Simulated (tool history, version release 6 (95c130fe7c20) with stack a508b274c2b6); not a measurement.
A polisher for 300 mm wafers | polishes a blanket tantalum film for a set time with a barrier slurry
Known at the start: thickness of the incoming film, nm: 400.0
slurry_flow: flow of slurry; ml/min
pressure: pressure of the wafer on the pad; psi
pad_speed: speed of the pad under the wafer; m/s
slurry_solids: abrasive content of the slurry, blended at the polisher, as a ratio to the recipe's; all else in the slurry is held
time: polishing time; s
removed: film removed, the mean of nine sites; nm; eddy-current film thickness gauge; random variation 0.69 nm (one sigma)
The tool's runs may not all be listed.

run 1 hour=0 | slurry_flow=270 pressure=2 pad_speed=0.82 slurry_solids=1 time=61 | removed=67.651
run 2 hour=3.4 | slurry_flow=270 pressure=1.9 pad_speed=0.82 slurry_solids=1 time=61 | removed=64.902
run 3 hour=11.1 | slurry_flow=270 pressure=1.8 pad_speed=0.82 slurry_solids=1 time=61 | removed=61.2
run 4 hour=15.5 | slurry_flow=270 pressure=1.8 pad_speed=0.94 slurry_solids=1 time=61 | removed=70.078
run 5 hour=18.1 | slurry_flow=270 pressure=1.7 pad_speed=0.94 slurry_solids=1 time=61 | removed=65.047
run 6 hour=19.9 | slurry_flow=295 pressure=1.7 pad_speed=0.94 slurry_solids=1 time=61 | removed=67.442
run 7 hour=20.6 | slurry_flow=290 pressure=1.6 pad_speed=0.94 slurry_solids=1 time=61 | removed=63.863

The next listed run, before its measurement:
run 8 hour=21.7 | slurry_flow=285 pressure=1.5 pad_speed=0.94 slurry_solids=1 time=61 | removed=?

removed: 57.999 nm
